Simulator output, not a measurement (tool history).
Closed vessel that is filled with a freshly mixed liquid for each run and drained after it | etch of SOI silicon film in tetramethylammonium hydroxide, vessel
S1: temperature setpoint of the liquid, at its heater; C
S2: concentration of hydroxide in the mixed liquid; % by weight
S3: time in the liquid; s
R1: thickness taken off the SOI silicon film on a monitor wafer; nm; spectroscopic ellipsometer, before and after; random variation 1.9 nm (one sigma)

{"run": 1, "hour": 0.0, "S1": 58, "S2": 14.5, "S3": 90, "R1": 281.87}
{"run": 2, "hour": 5.5, "S1": 61, "S2": 14.5, "S3": 90, "R1": 341.79}
{"run": 3, "hour": 9.5, "S1": 59.5, "S2": 14.5, "S3": 90, "R1": 313.96}
{"run": 4, "hour": 17.3, "S1": 58.5, "S2": 14.5, "S3": 90, "R1": 292.56}
{"run": 5, "hour": 21.6, "S1": 58.5, "S2": 16.5, "S3": 90, "R1": 275.13}
{"run": 6, "hour": 29.4, "S1": 53, "S2": 16.5, "S3": 90, "R1": 195.13}

Forecast run 7:
{"run": 7, "hour": 32.9, "S1": 54, "S2": 16.5, "S3": 90, "R1": "?"}

Run 7 produced R1 212.15 nm.
